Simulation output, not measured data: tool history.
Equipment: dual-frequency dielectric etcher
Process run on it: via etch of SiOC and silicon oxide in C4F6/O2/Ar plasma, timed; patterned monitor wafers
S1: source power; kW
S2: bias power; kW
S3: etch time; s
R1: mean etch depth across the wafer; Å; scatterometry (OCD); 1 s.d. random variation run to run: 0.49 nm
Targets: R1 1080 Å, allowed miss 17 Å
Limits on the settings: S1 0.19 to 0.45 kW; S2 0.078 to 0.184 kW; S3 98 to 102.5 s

run  hour    S1     S2  S3      R1
  1     0  0.32  0.131  98  1033.9
  2   0.9  0.33  0.132  98  1050.7
  3   2.8  0.34  0.132  98  1059.6
  4  11.4  0.34  0.119  98  1011.5
  5  13.3  0.36   0.12  98  1037.8
  6  17.8  0.36    0.1  98  971.75
  7  21.4  0.38  0.102  98  991.65
  8  27.7   0.4  0.105  98  1023.6
       30  -- wet clean of the chamber
  9    30  0.41  0.106  98  1008.1
 10  37.7  0.41  0.113  98  1023.8
 11  46.7  0.41  0.119  98  1044.5
 12  53.4  0.41  0.122  98  1062.9
 13  58.5  0.41  0.122  98  1052.2

Pick the move, out of 4, that brings all results within their allowed miss; only one does.
  A  63.6  0.44  0.112    100   ?
  B  63.6  0.41  0.134  101.5   ?
  C  63.6  0.42  0.125    102   ?
  D  63.6  0.37  0.114    101   ?

move      R1
   A  1074.1
   B  1138.9
   C  1123.8
   D  1028.7
A: each result inside its tolerance
B: moves the result that the last run missed by most past its target, out the other side
C: moves the result that the last run missed by most past its target, out the other side
D: misses by more than the last run did
Move A is the one to make.
